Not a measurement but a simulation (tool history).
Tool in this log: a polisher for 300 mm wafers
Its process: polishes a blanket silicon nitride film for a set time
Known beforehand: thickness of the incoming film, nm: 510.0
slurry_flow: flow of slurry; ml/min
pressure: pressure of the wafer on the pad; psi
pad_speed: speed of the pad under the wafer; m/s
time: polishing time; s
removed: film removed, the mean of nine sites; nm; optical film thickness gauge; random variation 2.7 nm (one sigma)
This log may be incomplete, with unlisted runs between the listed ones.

Run 1, hour 0.0: slurry_flow 260 ml/min, pressure 3.2 psi, pad_speed 1.00 m/s, time 70 s. Result: removed 131.620 nm.
Run 2, hour 2.5: slurry_flow 260 ml/min, pressure 2.8 psi, pad_speed 1.00 m/s, time 70 s. Result: removed 116.140 nm.
Run 3, hour 3.6: slurry_flow 260 ml/min, pressure 2.2 psi, pad_speed 1.00 m/s, time 70 s. Result: removed 91.438 nm.
Run 4, hour 11.2: slurry_flow 260 ml/min, pressure 2.6 psi, pad_speed 1.00 m/s, time 70 s. Result: removed 107.570 nm.
Run 5, hour 15.6: slurry_flow 260 ml/min, pressure 2.9 psi, pad_speed 1.00 m/s, time 70 s. Result: removed 120.640 nm.
Run 6, hour 18.1: slurry_flow 260 ml/min, pressure 3.2 psi, pad_speed 1.00 m/s, time 70 s. Result: removed 131.300 nm.
Run 7, hour 23.9: slurry_flow 260 ml/min, pressure 3.4 psi, pad_speed 1.00 m/s, time 70 s. Result: removed 137.690 nm.
Run 8, hour 30.8: slurry_flow 260 ml/min, pressure 3.6 psi, pad_speed 1.00 m/s, time 70 s. Result: removed 146.960 nm.
Run 9, hour 32.9: slurry_flow 260 ml/min, pressure 3.8 psi, pad_speed 1.00 m/s, time 70 s. Result: removed 155.680 nm.
Run 10, hour 34.1: slurry_flow 260 ml/min, pressure 4.7 psi, pad_speed 1.04 m/s, time 70 s. Result: removed 195.330 nm.

What does the tool deliver on the next run?
Run 11, hour 36.7: slurry_flow 260 ml/min, pressure 4.7 psi, pad_speed 1.06 m/s, time 70 s. Result: removed ?.

removed: 200.380 nm
